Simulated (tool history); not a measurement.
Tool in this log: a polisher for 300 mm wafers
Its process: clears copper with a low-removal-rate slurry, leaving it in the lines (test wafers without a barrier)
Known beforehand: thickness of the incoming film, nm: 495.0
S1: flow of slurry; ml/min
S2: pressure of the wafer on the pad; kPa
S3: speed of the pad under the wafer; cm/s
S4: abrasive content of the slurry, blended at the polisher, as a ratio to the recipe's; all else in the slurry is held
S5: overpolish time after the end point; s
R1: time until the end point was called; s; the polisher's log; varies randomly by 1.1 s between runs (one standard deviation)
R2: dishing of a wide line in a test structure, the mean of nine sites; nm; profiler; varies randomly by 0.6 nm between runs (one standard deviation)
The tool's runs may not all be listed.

| run | day | S1 | S2 | S3 | S4 | S5 | R1 | R2 |
|---|---|---|---|---|---|---|---|---|
| 1 | 0.000 | 150 | 22.1 | 128 | 1.00 | 17 | 141.87 | 43.445 |
| 2 | 0.358 | 150 | 22.1 | 128 | 0.85 | 17 | 147.24 | 42.218 |
| 3 | 0.442 | 155 | 23.4 | 128 | 0.85 | 18 | 137.31 | 47.392 |
| 4 | 0.571 | 155 | 21.4 | 128 | 0.85 | 18 | 150.71 | 43.636 |
| 5 | 0.779 | 165 | 22.8 | 128 | 0.85 | 18 | 137.95 | 45.667 |
| 6 | 1.004 | 170 | 23.4 | 128 | 0.85 | 19 | 136.25 | 50.138 |
| 7 | 1.321 | 175 | 24.1 | 128 | 0.85 | 19 | 127.11 | 51.448 |
| 8 | 1.354 | 180 | 24.1 | 128 | 0.85 | 19 | 128.44 | 51.746 |
| 9 | 1.558 | 185 | 24.8 | 128 | 0.85 | 19 | 124.00 | 54.426 |

Run 10 comes next. What will it give?
| 10 | 1.883 | 190 | 24.8 | 128 | 0.85 | 19 | ? | ? |

{"run 10": {"R1": 126.28, "R2": 53.73}}
